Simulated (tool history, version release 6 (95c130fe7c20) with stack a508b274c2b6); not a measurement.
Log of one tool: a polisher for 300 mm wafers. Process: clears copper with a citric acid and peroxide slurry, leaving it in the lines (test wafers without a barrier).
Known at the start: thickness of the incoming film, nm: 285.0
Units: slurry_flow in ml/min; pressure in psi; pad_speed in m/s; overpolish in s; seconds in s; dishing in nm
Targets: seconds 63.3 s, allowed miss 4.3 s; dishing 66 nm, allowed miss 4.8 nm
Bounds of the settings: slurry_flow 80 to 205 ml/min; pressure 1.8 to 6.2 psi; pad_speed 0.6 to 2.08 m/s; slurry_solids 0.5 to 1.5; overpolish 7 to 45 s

{"run": 1, "day": 0.0, "slurry_flow": 135, "pressure": 4, "pad_speed": 1.34, "slurry_solids": 1, "overpolish": 23, "seconds": 76.825, "dishing": 45.72}
{"run": 2, "day": 0.212, "slurry_flow": 135, "pressure": 4.1, "pad_speed": 1.34, "slurry_solids": 1, "overpolish": 24, "seconds": 74.295, "dishing": 44.769}
{"run": 3, "day": 0.338, "slurry_flow": 135, "pressure": 4.1, "pad_speed": 1.64, "slurry_solids": 1, "overpolish": 24, "seconds": 60.808, "dishing": 52.561}
{"run": 4, "day": 0.396, "slurry_flow": 160, "pressure": 4.1, "pad_speed": 1.64, "slurry_solids": 1, "overpolish": 24, "seconds": 60.88, "dishing": 52.874}
{"day": 0.417, "done": "slurry nozzle cleaned"}
{"run": 5, "day": 0.417, "slurry_flow": 160, "pressure": 4.1, "pad_speed": 1.64, "slurry_solids": 1, "overpolish": 26, "seconds": 56.305, "dishing": 56.967}
{"run": 6, "day": 0.5, "slurry_flow": 155, "pressure": 4, "pad_speed": 1.64, "slurry_solids": 1, "overpolish": 28, "seconds": 57.786, "dishing": 58.373}
{"run": 7, "day": 0.829, "slurry_flow": 155, "pressure": 3.9, "pad_speed": 1.64, "slurry_solids": 1, "overpolish": 30, "seconds": 58.594, "dishing": 60.282}
{"run": 8, "day": 1.092, "slurry_flow": 155, "pressure": 3.8, "pad_speed": 1.64, "slurry_solids": 1, "overpolish": 31, "seconds": 58.894, "dishing": 58.108}
{"run": 9, "day": 1.375, "slurry_flow": 155, "pressure": 3.7, "pad_speed": 1.62, "slurry_solids": 1, "overpolish": 33, "seconds": 62.813, "dishing": 59.877}
{"run": 10, "day": 1.579, "slurry_flow": 155, "pressure": 3.7, "pad_speed": 1.62, "slurry_solids": 1, "overpolish": 34, "seconds": 63.179, "dishing": 61.939}

Which of these 4 next moves meets every target?
{"run": "A", "day": 1.783, "slurry_flow": 155, "pressure": 3.9, "pad_speed": 1.58, "slurry_solids": 0.8, "overpolish": 40, "seconds": "?", "dishing": "?"}
{"run": "B", "day": 1.783, "slurry_flow": 170, "pressure": 3.1, "pad_speed": 2, "slurry_solids": 0.9, "overpolish": 27, "seconds": "?", "dishing": "?"}
{"run": "C", "day": 1.783, "slurry_flow": 175, "pressure": 5, "pad_speed": 1.32, "slurry_solids": 0.75, "overpolish": 27, "seconds": "?", "dishing": "?"}
{"run": "D", "day": 1.783, "slurry_flow": 160, "pressure": 3.7, "pad_speed": 1.56, "slurry_solids": 1.1, "overpolish": 29, "seconds": "?", "dishing": "?"}

move=A seconds=65.994 dishing=63.762
move=B seconds=61.039 dishing=55.175
move=C seconds=62.956 dishing=55.613
move=D seconds=64.853 dishing=56.008
A: meets every target
B: further off than the last run
C: further off than the last run
D: further off than the last run
The right move is A.

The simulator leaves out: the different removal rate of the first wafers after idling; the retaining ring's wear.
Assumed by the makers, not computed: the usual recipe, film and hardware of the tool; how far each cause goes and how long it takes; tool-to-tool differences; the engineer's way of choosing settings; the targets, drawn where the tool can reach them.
